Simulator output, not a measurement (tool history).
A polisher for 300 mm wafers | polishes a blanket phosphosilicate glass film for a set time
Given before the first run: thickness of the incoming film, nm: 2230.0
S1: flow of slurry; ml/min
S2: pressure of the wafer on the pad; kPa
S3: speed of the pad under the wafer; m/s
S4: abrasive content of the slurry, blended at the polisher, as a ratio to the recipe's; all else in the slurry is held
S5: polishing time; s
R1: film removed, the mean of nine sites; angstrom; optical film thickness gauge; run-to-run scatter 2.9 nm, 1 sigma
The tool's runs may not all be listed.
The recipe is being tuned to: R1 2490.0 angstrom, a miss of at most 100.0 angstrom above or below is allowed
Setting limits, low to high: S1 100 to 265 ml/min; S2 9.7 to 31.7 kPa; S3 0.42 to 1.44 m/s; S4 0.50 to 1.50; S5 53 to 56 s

Run 1, hour 0.0: S1 170 ml/min, S2 20.7 kPa, S3 0.92 m/s, S4 1.00, S5 53 s. Result: R1 4027.1 angstrom.
Run 2, hour 5.4: S1 170 ml/min, S2 20.7 kPa, S3 1.06 m/s, S4 1.00, S5 53 s. Result: R1 4505.3 angstrom.
Run 3, hour 11.2: S1 190 ml/min, S2 20.7 kPa, S3 1.06 m/s, S4 1.00, S5 53 s. Result: R1 4613.4 angstrom.
Run 4, hour 17.9: S1 185 ml/min, S2 17.2 kPa, S3 1.04 m/s, S4 1.00, S5 53 s. Result: R1 3964.2 angstrom.
Run 5, hour 24.7: S1 185 ml/min, S2 17.2 kPa, S3 1.12 m/s, S4 1.00, S5 53 s. Result: R1 4303.8 angstrom.
Run 6, hour 27.0: S1 185 ml/min, S2 17.2 kPa, S3 1.12 m/s, S4 0.85, S5 53 s. Result: R1 3976.0 angstrom.
Run 7, hour 35.0: S1 175 ml/min, S2 11.7 kPa, S3 1.00 m/s, S4 0.85, S5 53 s. Result: R1 2929.9 angstrom.
Run 8, hour 41.7: S1 175 ml/min, S2 11.0 kPa, S3 0.98 m/s, S4 0.85, S5 53 s. Result: R1 2847.6 angstrom.
Run 9, hour 49.7: S1 175 ml/min, S2 11.0 kPa, S3 0.98 m/s, S4 0.85, S5 53 s. Result: R1 2839.7 angstrom.
Run 10, hour 52.6: S1 175 ml/min, S2 10.3 kPa, S3 0.96 m/s, S4 0.85, S5 53 s. Result: R1 2638.4 angstrom.

Of the 5 settings listed for the next run, only one would bring every result within its allowed miss of target. Which one?
Run A, hour 55.5: S1 185 ml/min, S2 11.0 kPa, S3 0.66 m/s, S4 1.25, S5 56 s. Result: R1 ?.
Run B, hour 55.5: S1 195 ml/min, S2 9.7 kPa, S3 0.86 m/s, S4 0.80, S5 53 s. Result: R1 ?.
Run C, hour 55.5: S1 160 ml/min, S2 9.7 kPa, S3 0.82 m/s, S4 0.85, S5 53 s. Result: R1 ?.
Run D, hour 55.5: S1 180 ml/min, S2 10.3 kPa, S3 1.00 m/s, S4 0.80, S5 54 s. Result: R1 ?.
Run E, hour 55.5: S1 180 ml/min, S2 9.7 kPa, S3 0.82 m/s, S4 0.85, S5 53 s. Result: R1 ?.

move      R1
   A  2471.4
   B  2327.6
   C  2229.9
   D  2733.5
   E  2267.9
A: all results in spec
B: pushes the last run's worst result past its target
C: pushes the last run's worst result past its target
D: misses by more than the last run did
E: pushes the last run's worst result past its target
Answer: A

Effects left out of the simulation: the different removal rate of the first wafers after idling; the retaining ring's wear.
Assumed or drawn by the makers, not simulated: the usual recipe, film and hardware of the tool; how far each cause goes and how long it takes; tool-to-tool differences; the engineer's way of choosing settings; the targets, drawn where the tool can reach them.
